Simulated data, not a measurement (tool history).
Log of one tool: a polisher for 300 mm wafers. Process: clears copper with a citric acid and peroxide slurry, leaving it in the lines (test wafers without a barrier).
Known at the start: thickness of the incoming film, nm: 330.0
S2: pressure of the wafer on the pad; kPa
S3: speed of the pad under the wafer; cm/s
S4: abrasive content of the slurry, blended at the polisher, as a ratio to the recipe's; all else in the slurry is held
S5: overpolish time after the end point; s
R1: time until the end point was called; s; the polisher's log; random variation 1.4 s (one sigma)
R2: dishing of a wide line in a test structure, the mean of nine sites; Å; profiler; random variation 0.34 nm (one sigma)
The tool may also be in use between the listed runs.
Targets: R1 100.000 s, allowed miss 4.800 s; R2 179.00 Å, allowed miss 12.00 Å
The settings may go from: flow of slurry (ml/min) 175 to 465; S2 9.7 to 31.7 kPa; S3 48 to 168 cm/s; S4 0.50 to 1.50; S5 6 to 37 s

run 1 hour=0.0 | flow_of_slurry_(ml/min)=295 S2=20.7 S3=108 S4=1.00 S5=19 | R1=146.840 R2=212.76
run 2 hour=1.2 | flow_of_slurry_(ml/min)=295 S2=24.1 S3=108 S4=1.00 S5=19 | R1=129.870 R2=235.74
run 3 hour=8.3 | flow_of_slurry_(ml/min)=325 S2=24.1 S3=108 S4=1.00 S5=19 | R1=127.560 R2=235.68
run 4 hour=10.3 | flow_of_slurry_(ml/min)=325 S2=24.1 S3=108 S4=1.00 S5=16 | R1=125.650 R2=204.87
run 5 hour=14.1 | flow_of_slurry_(ml/min)=325 S2=24.1 S3=108 S4=0.85 S5=16 | R1=132.350 R2=208.71
run 6 hour=18.8 | flow_of_slurry_(ml/min)=335 S2=25.5 S3=108 S4=0.90 S5=14 | R1=125.020 R2=197.41
run 7 hour=25.1 | flow_of_slurry_(ml/min)=340 S2=26.9 S3=108 S4=0.95 S5=12 | R1=121.850 R2=180.79
run 8 hour=31.1 | flow_of_slurry_(ml/min)=345 S2=28.3 S3=110 S4=0.95 S5=11 | R1=109.350 R2=174.89
run 9 hour=34.6 | flow_of_slurry_(ml/min)=345 S2=29.0 S3=110 S4=0.95 S5=11 | R1=110.140 R2=178.87
run 10 hour=43.3 | flow_of_slurry_(ml/min)=345 S2=29.6 S3=110 S4=0.95 S5=11 | R1=106.130 R2=183.81

4 next moves are on the table. One of them brings every result within its allowed miss. Which?
run A hour=52.0 | flow_of_slurry_(ml/min)=325 S2=30.3 S3=98 S4=0.90 S5=12 | R1=? R2=?
run B hour=52.0 | flow_of_slurry_(ml/min)=350 S2=29.6 S3=116 S4=1.15 S5=10 | R1=? R2=?
run C hour=52.0 | flow_of_slurry_(ml/min)=345 S2=29.0 S3=108 S4=0.95 S5=11 | R1=? R2=?
run D hour=52.0 | flow_of_slurry_(ml/min)=295 S2=30.3 S3=106 S4=0.60 S5=13 | R1=? R2=?

move=A R1=117.960 R2=179.74
move=B R1=99.347 R2=178.16
move=C R1=112.060 R2=174.74
move=D R1=122.990 R2=185.04
A: further off than the last run
B: meets every target
C: further off than the last run
D: further off than the last run
The right move is B.
